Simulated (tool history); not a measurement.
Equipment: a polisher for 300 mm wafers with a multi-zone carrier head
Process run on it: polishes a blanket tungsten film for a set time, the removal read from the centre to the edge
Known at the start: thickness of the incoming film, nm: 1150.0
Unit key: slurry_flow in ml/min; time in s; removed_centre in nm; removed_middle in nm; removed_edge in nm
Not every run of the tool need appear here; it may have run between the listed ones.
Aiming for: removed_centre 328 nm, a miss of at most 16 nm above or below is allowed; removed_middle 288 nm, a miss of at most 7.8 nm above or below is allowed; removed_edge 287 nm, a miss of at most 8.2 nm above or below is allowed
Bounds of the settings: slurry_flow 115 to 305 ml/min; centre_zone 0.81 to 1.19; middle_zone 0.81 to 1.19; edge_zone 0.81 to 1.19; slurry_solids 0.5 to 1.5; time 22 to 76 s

{"run": 1, "hour": 0.0, "slurry_flow": 195, "centre_zone": 1, "middle_zone": 1, "edge_zone": 1, "slurry_solids": 1, "time": 49, "removed_centre": 243.56, "removed_middle": 244.55, "removed_edge": 238.48}
{"run": 2, "hour": 2.4, "slurry_flow": 215, "centre_zone": 1.05, "middle_zone": 1.02, "edge_zone": 1.05, "slurry_solids": 1.1, "time": 49, "removed_centre": 266.18, "removed_middle": 257.61, "removed_edge": 251.64}
{"run": 3, "hour": 5.0, "slurry_flow": 215, "centre_zone": 1.05, "middle_zone": 1.02, "edge_zone": 1.09, "slurry_solids": 1.1, "time": 49, "removed_centre": 266.78, "removed_middle": 258.6, "removed_edge": 257.2}
{"run": 4, "hour": 9.8, "slurry_flow": 230, "centre_zone": 1.09, "middle_zone": 1.03, "edge_zone": 1.12, "slurry_solids": 1.15, "time": 49, "removed_centre": 282.69, "removed_middle": 262.32, "removed_edge": 265.53}
{"run": 5, "hour": 10.4, "slurry_flow": 230, "centre_zone": 1.09, "middle_zone": 1.03, "edge_zone": 1.12, "slurry_solids": 1.05, "time": 49, "removed_centre": 279.8, "removed_middle": 256.67, "removed_edge": 257.78}
{"run": 6, "hour": 12.2, "slurry_flow": 230, "centre_zone": 1.09, "middle_zone": 0.95, "edge_zone": 1.12, "slurry_solids": 1.05, "time": 49, "removed_centre": 271.84, "removed_middle": 243.89, "removed_edge": 255.07}
{"run": 7, "hour": 18.5, "slurry_flow": 240, "centre_zone": 1.11, "middle_zone": 0.99, "edge_zone": 1.13, "slurry_solids": 1.15, "time": 49, "removed_centre": 290.17, "removed_middle": 256.88, "removed_edge": 266.56}
{"run": 8, "hour": 21.2, "slurry_flow": 250, "centre_zone": 1.12, "middle_zone": 1.02, "edge_zone": 1.14, "slurry_solids": 1.2, "time": 49, "removed_centre": 296.02, "removed_middle": 272.04, "removed_edge": 271.61}
{"run": 9, "hour": 28.0, "slurry_flow": 255, "centre_zone": 1.14, "middle_zone": 1.02, "edge_zone": 1.15, "slurry_solids": 1.25, "time": 49, "removed_centre": 305.83, "removed_middle": 275.79, "removed_edge": 278.17}

Next run, 5 choices. One meets every target within its allowed miss, the rest don't. Which?
{"run": "A", "hour": 34.8, "slurry_flow": 210, "centre_zone": 1.18, "middle_zone": 1.04, "edge_zone": 1.12, "slurry_solids": 1.2, "time": 53, "removed_centre": "?", "removed_middle": "?", "removed_edge": "?"}
{"run": "B", "hour": 34.8, "slurry_flow": 240, "centre_zone": 1.05, "middle_zone": 1.07, "edge_zone": 1.15, "slurry_solids": 1.4, "time": 47, "removed_centre": "?", "removed_middle": "?", "removed_edge": "?"}
{"run": "C", "hour": 34.8, "slurry_flow": 250, "centre_zone": 1.05, "middle_zone": 0.96, "edge_zone": 1.17, "slurry_solids": 1.3, "time": 50, "removed_centre": "?", "removed_middle": "?", "removed_edge": "?"}
{"run": "D", "hour": 34.8, "slurry_flow": 230, "centre_zone": 1.09, "middle_zone": 0.96, "edge_zone": 1.18, "slurry_solids": 1.35, "time": 49, "removed_centre": "?", "removed_middle": "?", "removed_edge": "?"}
{"run": "E", "hour": 34.8, "slurry_flow": 185, "centre_zone": 1.07, "middle_zone": 0.93, "edge_zone": 1.19, "slurry_solids": 1.35, "time": 53, "removed_centre": "?", "removed_middle": "?", "removed_edge": "?"}

move=A removed_centre=327.65 removed_middle=285.77 removed_edge=286.93
move=B removed_centre=274.94 removed_middle=275.9 removed_edge=272.67
move=C removed_centre=287.68 removed_middle=263.42 removed_edge=288.02
move=D removed_centre=292.73 removed_middle=258.37 removed_edge=284.51
move=E removed_centre=300.87 removed_middle=264.45 removed_edge=302.72
A: in spec on every target
B: its largest miss is bigger than the last run's
C: its largest miss is bigger than the last run's
D: its largest miss is bigger than the last run's
E: its largest miss is bigger than the last run's
The move that meets every target is A.

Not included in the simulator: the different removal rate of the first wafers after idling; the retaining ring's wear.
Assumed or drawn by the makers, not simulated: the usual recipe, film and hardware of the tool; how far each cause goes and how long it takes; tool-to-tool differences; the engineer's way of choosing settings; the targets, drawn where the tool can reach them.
